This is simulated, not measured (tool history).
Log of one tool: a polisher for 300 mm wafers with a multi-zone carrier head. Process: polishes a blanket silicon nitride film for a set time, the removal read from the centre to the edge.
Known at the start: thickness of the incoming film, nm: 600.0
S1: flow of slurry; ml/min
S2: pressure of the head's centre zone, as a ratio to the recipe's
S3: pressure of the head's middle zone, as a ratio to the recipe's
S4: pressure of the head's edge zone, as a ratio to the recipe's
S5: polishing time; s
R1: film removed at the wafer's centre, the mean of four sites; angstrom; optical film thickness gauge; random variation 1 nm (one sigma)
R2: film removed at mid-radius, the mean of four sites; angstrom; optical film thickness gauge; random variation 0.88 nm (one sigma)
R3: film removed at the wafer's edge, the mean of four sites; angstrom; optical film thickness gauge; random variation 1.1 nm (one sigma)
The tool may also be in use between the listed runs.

{"run": 1, "day": 0.0, "S1": 235, "S2": 1.0, "S3": 1.0, "S4": 1.0, "S5": 48, "R1": 915.46, "R2": 914.53, "R3": 889.5}
{"run": 2, "day": 0.096, "S1": 235, "S2": 1.0, "S3": 1.0, "S4": 1.04, "S5": 48, "R1": 908.54, "R2": 907.42, "R3": 917.36}
{"run": 3, "day": 0.154, "S1": 240, "S2": 1.02, "S3": 1.02, "S4": 1.05, "S5": 49, "R1": 953.01, "R2": 962.54, "R3": 950.64}
{"run": 4, "day": 0.479, "S1": 240, "S2": 1.02, "S3": 1.02, "S4": 1.05, "S5": 44, "R1": 860.83, "R2": 846.12, "R3": 826.22}
{"run": 5, "day": 0.821, "S1": 240, "S2": 1.1, "S3": 1.02, "S4": 1.05, "S5": 44, "R1": 927.21, "R2": 848.35, "R3": 856.13}
{"run": 6, "day": 1.004, "S1": 240, "S2": 1.15, "S3": 1.02, "S4": 1.05, "S5": 44, "R1": 957.04, "R2": 845.68, "R3": 836.18}
{"run": 7, "day": 1.329, "S1": 245, "S2": 1.15, "S3": 1.03, "S4": 1.06, "S5": 45, "R1": 993.24, "R2": 868.87, "R3": 867.91}
{"run": 8, "day": 1.579, "S1": 250, "S2": 1.15, "S3": 1.04, "S4": 1.07, "S5": 46, "R1": 1013.2, "R2": 916.3, "R3": 885.09}

The next listed run, before its measurement:
{"run": 9, "day": 1.658, "S1": 250, "S2": 1.15, "S3": 1.04, "S4": 1.08, "S5": 47, "R1": "?", "R2": "?", "R3": "?"}

R1: 1032.50 angstrom
R2: 913.85 angstrom
R3: 900.30 angstrom
